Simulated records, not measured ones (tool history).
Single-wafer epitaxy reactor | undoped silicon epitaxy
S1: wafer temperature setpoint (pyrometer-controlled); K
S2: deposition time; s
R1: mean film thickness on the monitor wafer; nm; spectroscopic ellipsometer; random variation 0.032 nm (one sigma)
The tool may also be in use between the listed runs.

run	hour	S1	S2	R1
1	0.0	903.15	152	15.805
2	1.3	901.15	152	15.126
3	5.3	899.15	152	14.598
4	6.2	899.15	171	16.376
5	13.6	899.15	160	15.295
6	22.0	908.15	160	18.336
7	24.9	905.15	160	17.389
8	33.4	902.15	160	16.175
9	37.3	900.15	160	15.701
10	45.0	898.15	160	14.989
11	49.7	896.15	160	14.448

The next listed run, before its measurement:
12	57.9	895.15	160	?

{"run 12": {"R1": 14.172}}

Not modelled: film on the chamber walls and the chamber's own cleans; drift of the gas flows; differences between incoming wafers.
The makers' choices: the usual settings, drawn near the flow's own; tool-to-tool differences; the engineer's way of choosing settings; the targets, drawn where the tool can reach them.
